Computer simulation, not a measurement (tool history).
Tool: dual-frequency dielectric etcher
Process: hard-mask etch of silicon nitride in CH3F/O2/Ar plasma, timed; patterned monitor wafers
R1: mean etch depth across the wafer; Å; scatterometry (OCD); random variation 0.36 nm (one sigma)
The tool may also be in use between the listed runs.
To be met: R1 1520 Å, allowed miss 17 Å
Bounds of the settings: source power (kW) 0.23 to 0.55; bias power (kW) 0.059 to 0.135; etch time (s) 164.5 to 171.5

run 1 hour=0 | source_power_(kW)=0.39 bias_power_(kW)=0.097 etch_time_(s)=164.5 | R1=1311.6
run 2 hour=2.8 | source_power_(kW)=0.44 bias_power_(kW)=0.098 etch_time_(s)=164.5 | R1=1378.5
run 3 hour=9.2 | source_power_(kW)=0.47 bias_power_(kW)=0.099 etch_time_(s)=164.5 | R1=1422.1
run 4 hour=13 | source_power_(kW)=0.49 bias_power_(kW)=0.099 etch_time_(s)=164.5 | R1=1438.5
run 5 hour=20.7 | source_power_(kW)=0.51 bias_power_(kW)=0.1 etch_time_(s)=164.5 | R1=1474
run 6 hour=24.7 | source_power_(kW)=0.51 bias_power_(kW)=0.088 etch_time_(s)=164.5 | R1=1380.9
run 7 hour=27 | source_power_(kW)=0.52 bias_power_(kW)=0.092 etch_time_(s)=164.5 | R1=1429.4
run 8 hour=31 | source_power_(kW)=0.53 bias_power_(kW)=0.095 etch_time_(s)=164.5 | R1=1449.7
run 9 hour=35.2 | source_power_(kW)=0.54 bias_power_(kW)=0.097 etch_time_(s)=164.5 | R1=1476.4
run 10 hour=41.9 | source_power_(kW)=0.54 bias_power_(kW)=0.099 etch_time_(s)=164.5 | R1=1493.6
run 11 hour=50.2 | source_power_(kW)=0.54 bias_power_(kW)=0.1 etch_time_(s)=164.5 | R1=1500.3

4 next moves are on the table. One of them brings every result within its allowed miss. Which?
run A hour=58.5 | source_power_(kW)=0.55 bias_power_(kW)=0.092 etch_time_(s)=169 | R1=?
run B hour=58.5 | source_power_(kW)=0.54 bias_power_(kW)=0.099 etch_time_(s)=164.5 | R1=?
run C hour=58.5 | source_power_(kW)=0.51 bias_power_(kW)=0.104 etch_time_(s)=166.5 | R1=?
run D hour=58.5 | source_power_(kW)=0.54 bias_power_(kW)=0.091 etch_time_(s)=171 | R1=?

move=A R1=1490.7
move=B R1=1491.8
move=C R1=1514
move=D R1=1490.8
A: further off than the last run
B: further off than the last run
C: meets every target
D: further off than the last run
Answer: C

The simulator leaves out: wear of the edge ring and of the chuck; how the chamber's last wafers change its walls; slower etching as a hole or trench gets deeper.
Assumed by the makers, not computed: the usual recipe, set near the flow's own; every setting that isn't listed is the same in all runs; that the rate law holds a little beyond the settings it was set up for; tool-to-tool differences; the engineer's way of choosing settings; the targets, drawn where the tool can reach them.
